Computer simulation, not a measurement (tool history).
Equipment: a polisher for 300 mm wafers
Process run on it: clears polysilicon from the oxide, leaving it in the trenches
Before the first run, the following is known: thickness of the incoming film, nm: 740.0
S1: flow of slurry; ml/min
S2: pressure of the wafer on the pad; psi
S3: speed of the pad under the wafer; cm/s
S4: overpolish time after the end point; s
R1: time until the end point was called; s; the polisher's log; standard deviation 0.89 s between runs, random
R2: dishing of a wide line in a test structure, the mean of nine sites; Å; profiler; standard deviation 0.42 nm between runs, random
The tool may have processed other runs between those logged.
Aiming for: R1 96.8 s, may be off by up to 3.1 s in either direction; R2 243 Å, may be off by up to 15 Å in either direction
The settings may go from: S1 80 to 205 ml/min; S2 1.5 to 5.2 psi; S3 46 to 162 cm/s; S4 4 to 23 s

| run | hour | S1 | S2 | S3 | S4 | R1 | R2 |
|---|---|---|---|---|---|---|---|
| 1 | 0 | 135 | 3.3 | 104 | 12 | 47.9 | 280.56 |
| 2 | 1.5 | 130 | 2.9 | 102 | 10 | 55.25 | 283.84 |
| 3 | 2.9 | 140 | 2.6 | 98 | 13 | 62.978 | 282.03 |
| 4 | 8.8 | 150 | 2.4 | 96 | 15 | 68.332 | 279.34 |
| 5 | 12.3 | 160 | 2.2 | 94 | 17 | 76.339 | 270.56 |
| 6 | 12.9 | 170 | 2.1 | 94 | 18 | 78.075 | 282.02 |
| 7 | 17.8 | 150 | 2 | 94 | 19 | 83.377 | 282.26 |
| 8 | 21.1 | 160 | 1.9 | 90 | 16 | 89.843 | 265.19 |

4 next moves are on the table. One of them brings every result within its allowed miss. Which?
| A | 24.4 | 110 | 1.7 | 112 | 17 | ? | ? |
| B | 24.4 | 190 | 2 | 78 | 8 | ? | ? |
| C | 24.4 | 180 | 2 | 88 | 8 | ? | ? |
| D | 24.4 | 155 | 1.7 | 86 | 18 | ? | ? |

| move | R1 | R2 |
|---|---|---|
| A | 88.049 | 280.04 |
| B | 99.073 | 245.29 |
| C | 88.805 | 253.03 |
| D | 108.02 | 277.97 |
A: the biggest miss grows against the last run
B: every result lands within tolerance
C: the biggest miss grows against the last run
D: carries the result that was furthest off beyond its target, to the other side
Go with B: it meets all targets.

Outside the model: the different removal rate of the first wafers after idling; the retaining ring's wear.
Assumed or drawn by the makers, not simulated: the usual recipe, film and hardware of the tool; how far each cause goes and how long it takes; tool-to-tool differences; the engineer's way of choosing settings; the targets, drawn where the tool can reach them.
